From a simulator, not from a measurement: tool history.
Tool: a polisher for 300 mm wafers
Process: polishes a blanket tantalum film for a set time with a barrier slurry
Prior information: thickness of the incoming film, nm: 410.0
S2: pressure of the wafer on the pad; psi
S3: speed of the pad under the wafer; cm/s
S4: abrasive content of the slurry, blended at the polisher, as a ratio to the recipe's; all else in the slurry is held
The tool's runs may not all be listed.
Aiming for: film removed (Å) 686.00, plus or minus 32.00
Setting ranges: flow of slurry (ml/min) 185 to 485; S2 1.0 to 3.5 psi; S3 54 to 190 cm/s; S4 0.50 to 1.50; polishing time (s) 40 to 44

{"run": 1, "hour": 0.0, "flow of slurry (ml/min)": 310, "S2": 2.2, "S3": 122, "S4": 1.0, "polishing time (s)": 44, "film removed (Å)": 1041.4}
{"run": 2, "hour": 1.6, "flow of slurry (ml/min)": 385, "S2": 2.2, "S3": 122, "S4": 1.0, "polishing time (s)": 44, "film removed (Å)": 1053.1}
{"run": 3, "hour": 9.3, "flow of slurry (ml/min)": 385, "S2": 2.0, "S3": 122, "S4": 1.0, "polishing time (s)": 44, "film removed (Å)": 973.41}
{"run": 4, "hour": 10.0, "flow of slurry (ml/min)": 385, "S2": 1.9, "S3": 122, "S4": 1.0, "polishing time (s)": 44, "film removed (Å)": 927.19}
{"run": 5, "hour": 15.2, "flow of slurry (ml/min)": 340, "S2": 1.9, "S3": 122, "S4": 1.0, "polishing time (s)": 44, "film removed (Å)": 905.15}
{"run": 6, "hour": 16.2, "flow of slurry (ml/min)": 340, "S2": 1.9, "S3": 122, "S4": 0.9, "polishing time (s)": 44, "film removed (Å)": 881.62}
{"run": 7, "hour": 22.4, "flow of slurry (ml/min)": 340, "S2": 1.8, "S3": 122, "S4": 0.9, "polishing time (s)": 44, "film removed (Å)": 820.45}
{"run": 8, "hour": 26.4, "flow of slurry (ml/min)": 340, "S2": 1.4, "S3": 120, "S4": 0.9, "polishing time (s)": 44, "film removed (Å)": 650.65}

Exactly one of the 5 candidate moves below puts every result within its allowed miss. Which one?
{"run": "A", "hour": 30.4, "flow of slurry (ml/min)": 390, "S2": 1.5, "S3": 128, "S4": 0.75, "polishing time (s)": 40, "film removed (Å)": "?"}
{"run": "B", "hour": 30.4, "flow of slurry (ml/min)": 380, "S2": 1.4, "S3": 130, "S4": 0.8, "polishing time (s)": 40, "film removed (Å)": "?"}
{"run": "C", "hour": 30.4, "flow of slurry (ml/min)": 355, "S2": 1.4, "S3": 116, "S4": 0.9, "polishing time (s)": 43, "film removed (Å)": "?"}
{"run": "D", "hour": 30.4, "flow of slurry (ml/min)": 345, "S2": 1.4, "S3": 120, "S4": 0.85, "polishing time (s)": 44, "film removed (Å)": "?"}
{"run": "E", "hour": 30.4, "flow of slurry (ml/min)": 370, "S2": 1.5, "S3": 122, "S4": 0.95, "polishing time (s)": 42, "film removed (Å)": "?"}

move=A film_removed_(Å)=637.76
move=B film_removed_(Å)=620.65
move=C film_removed_(Å)=620.98
move=D film_removed_(Å)=642.07
move=E film_removed_(Å)=694.63
A: lands further from the targets than the last run did
B: lands further from the targets than the last run did
C: lands further from the targets than the last run did
D: lands further from the targets than the last run did
E: all results in spec
E is the move that brings every result within its allowed miss.

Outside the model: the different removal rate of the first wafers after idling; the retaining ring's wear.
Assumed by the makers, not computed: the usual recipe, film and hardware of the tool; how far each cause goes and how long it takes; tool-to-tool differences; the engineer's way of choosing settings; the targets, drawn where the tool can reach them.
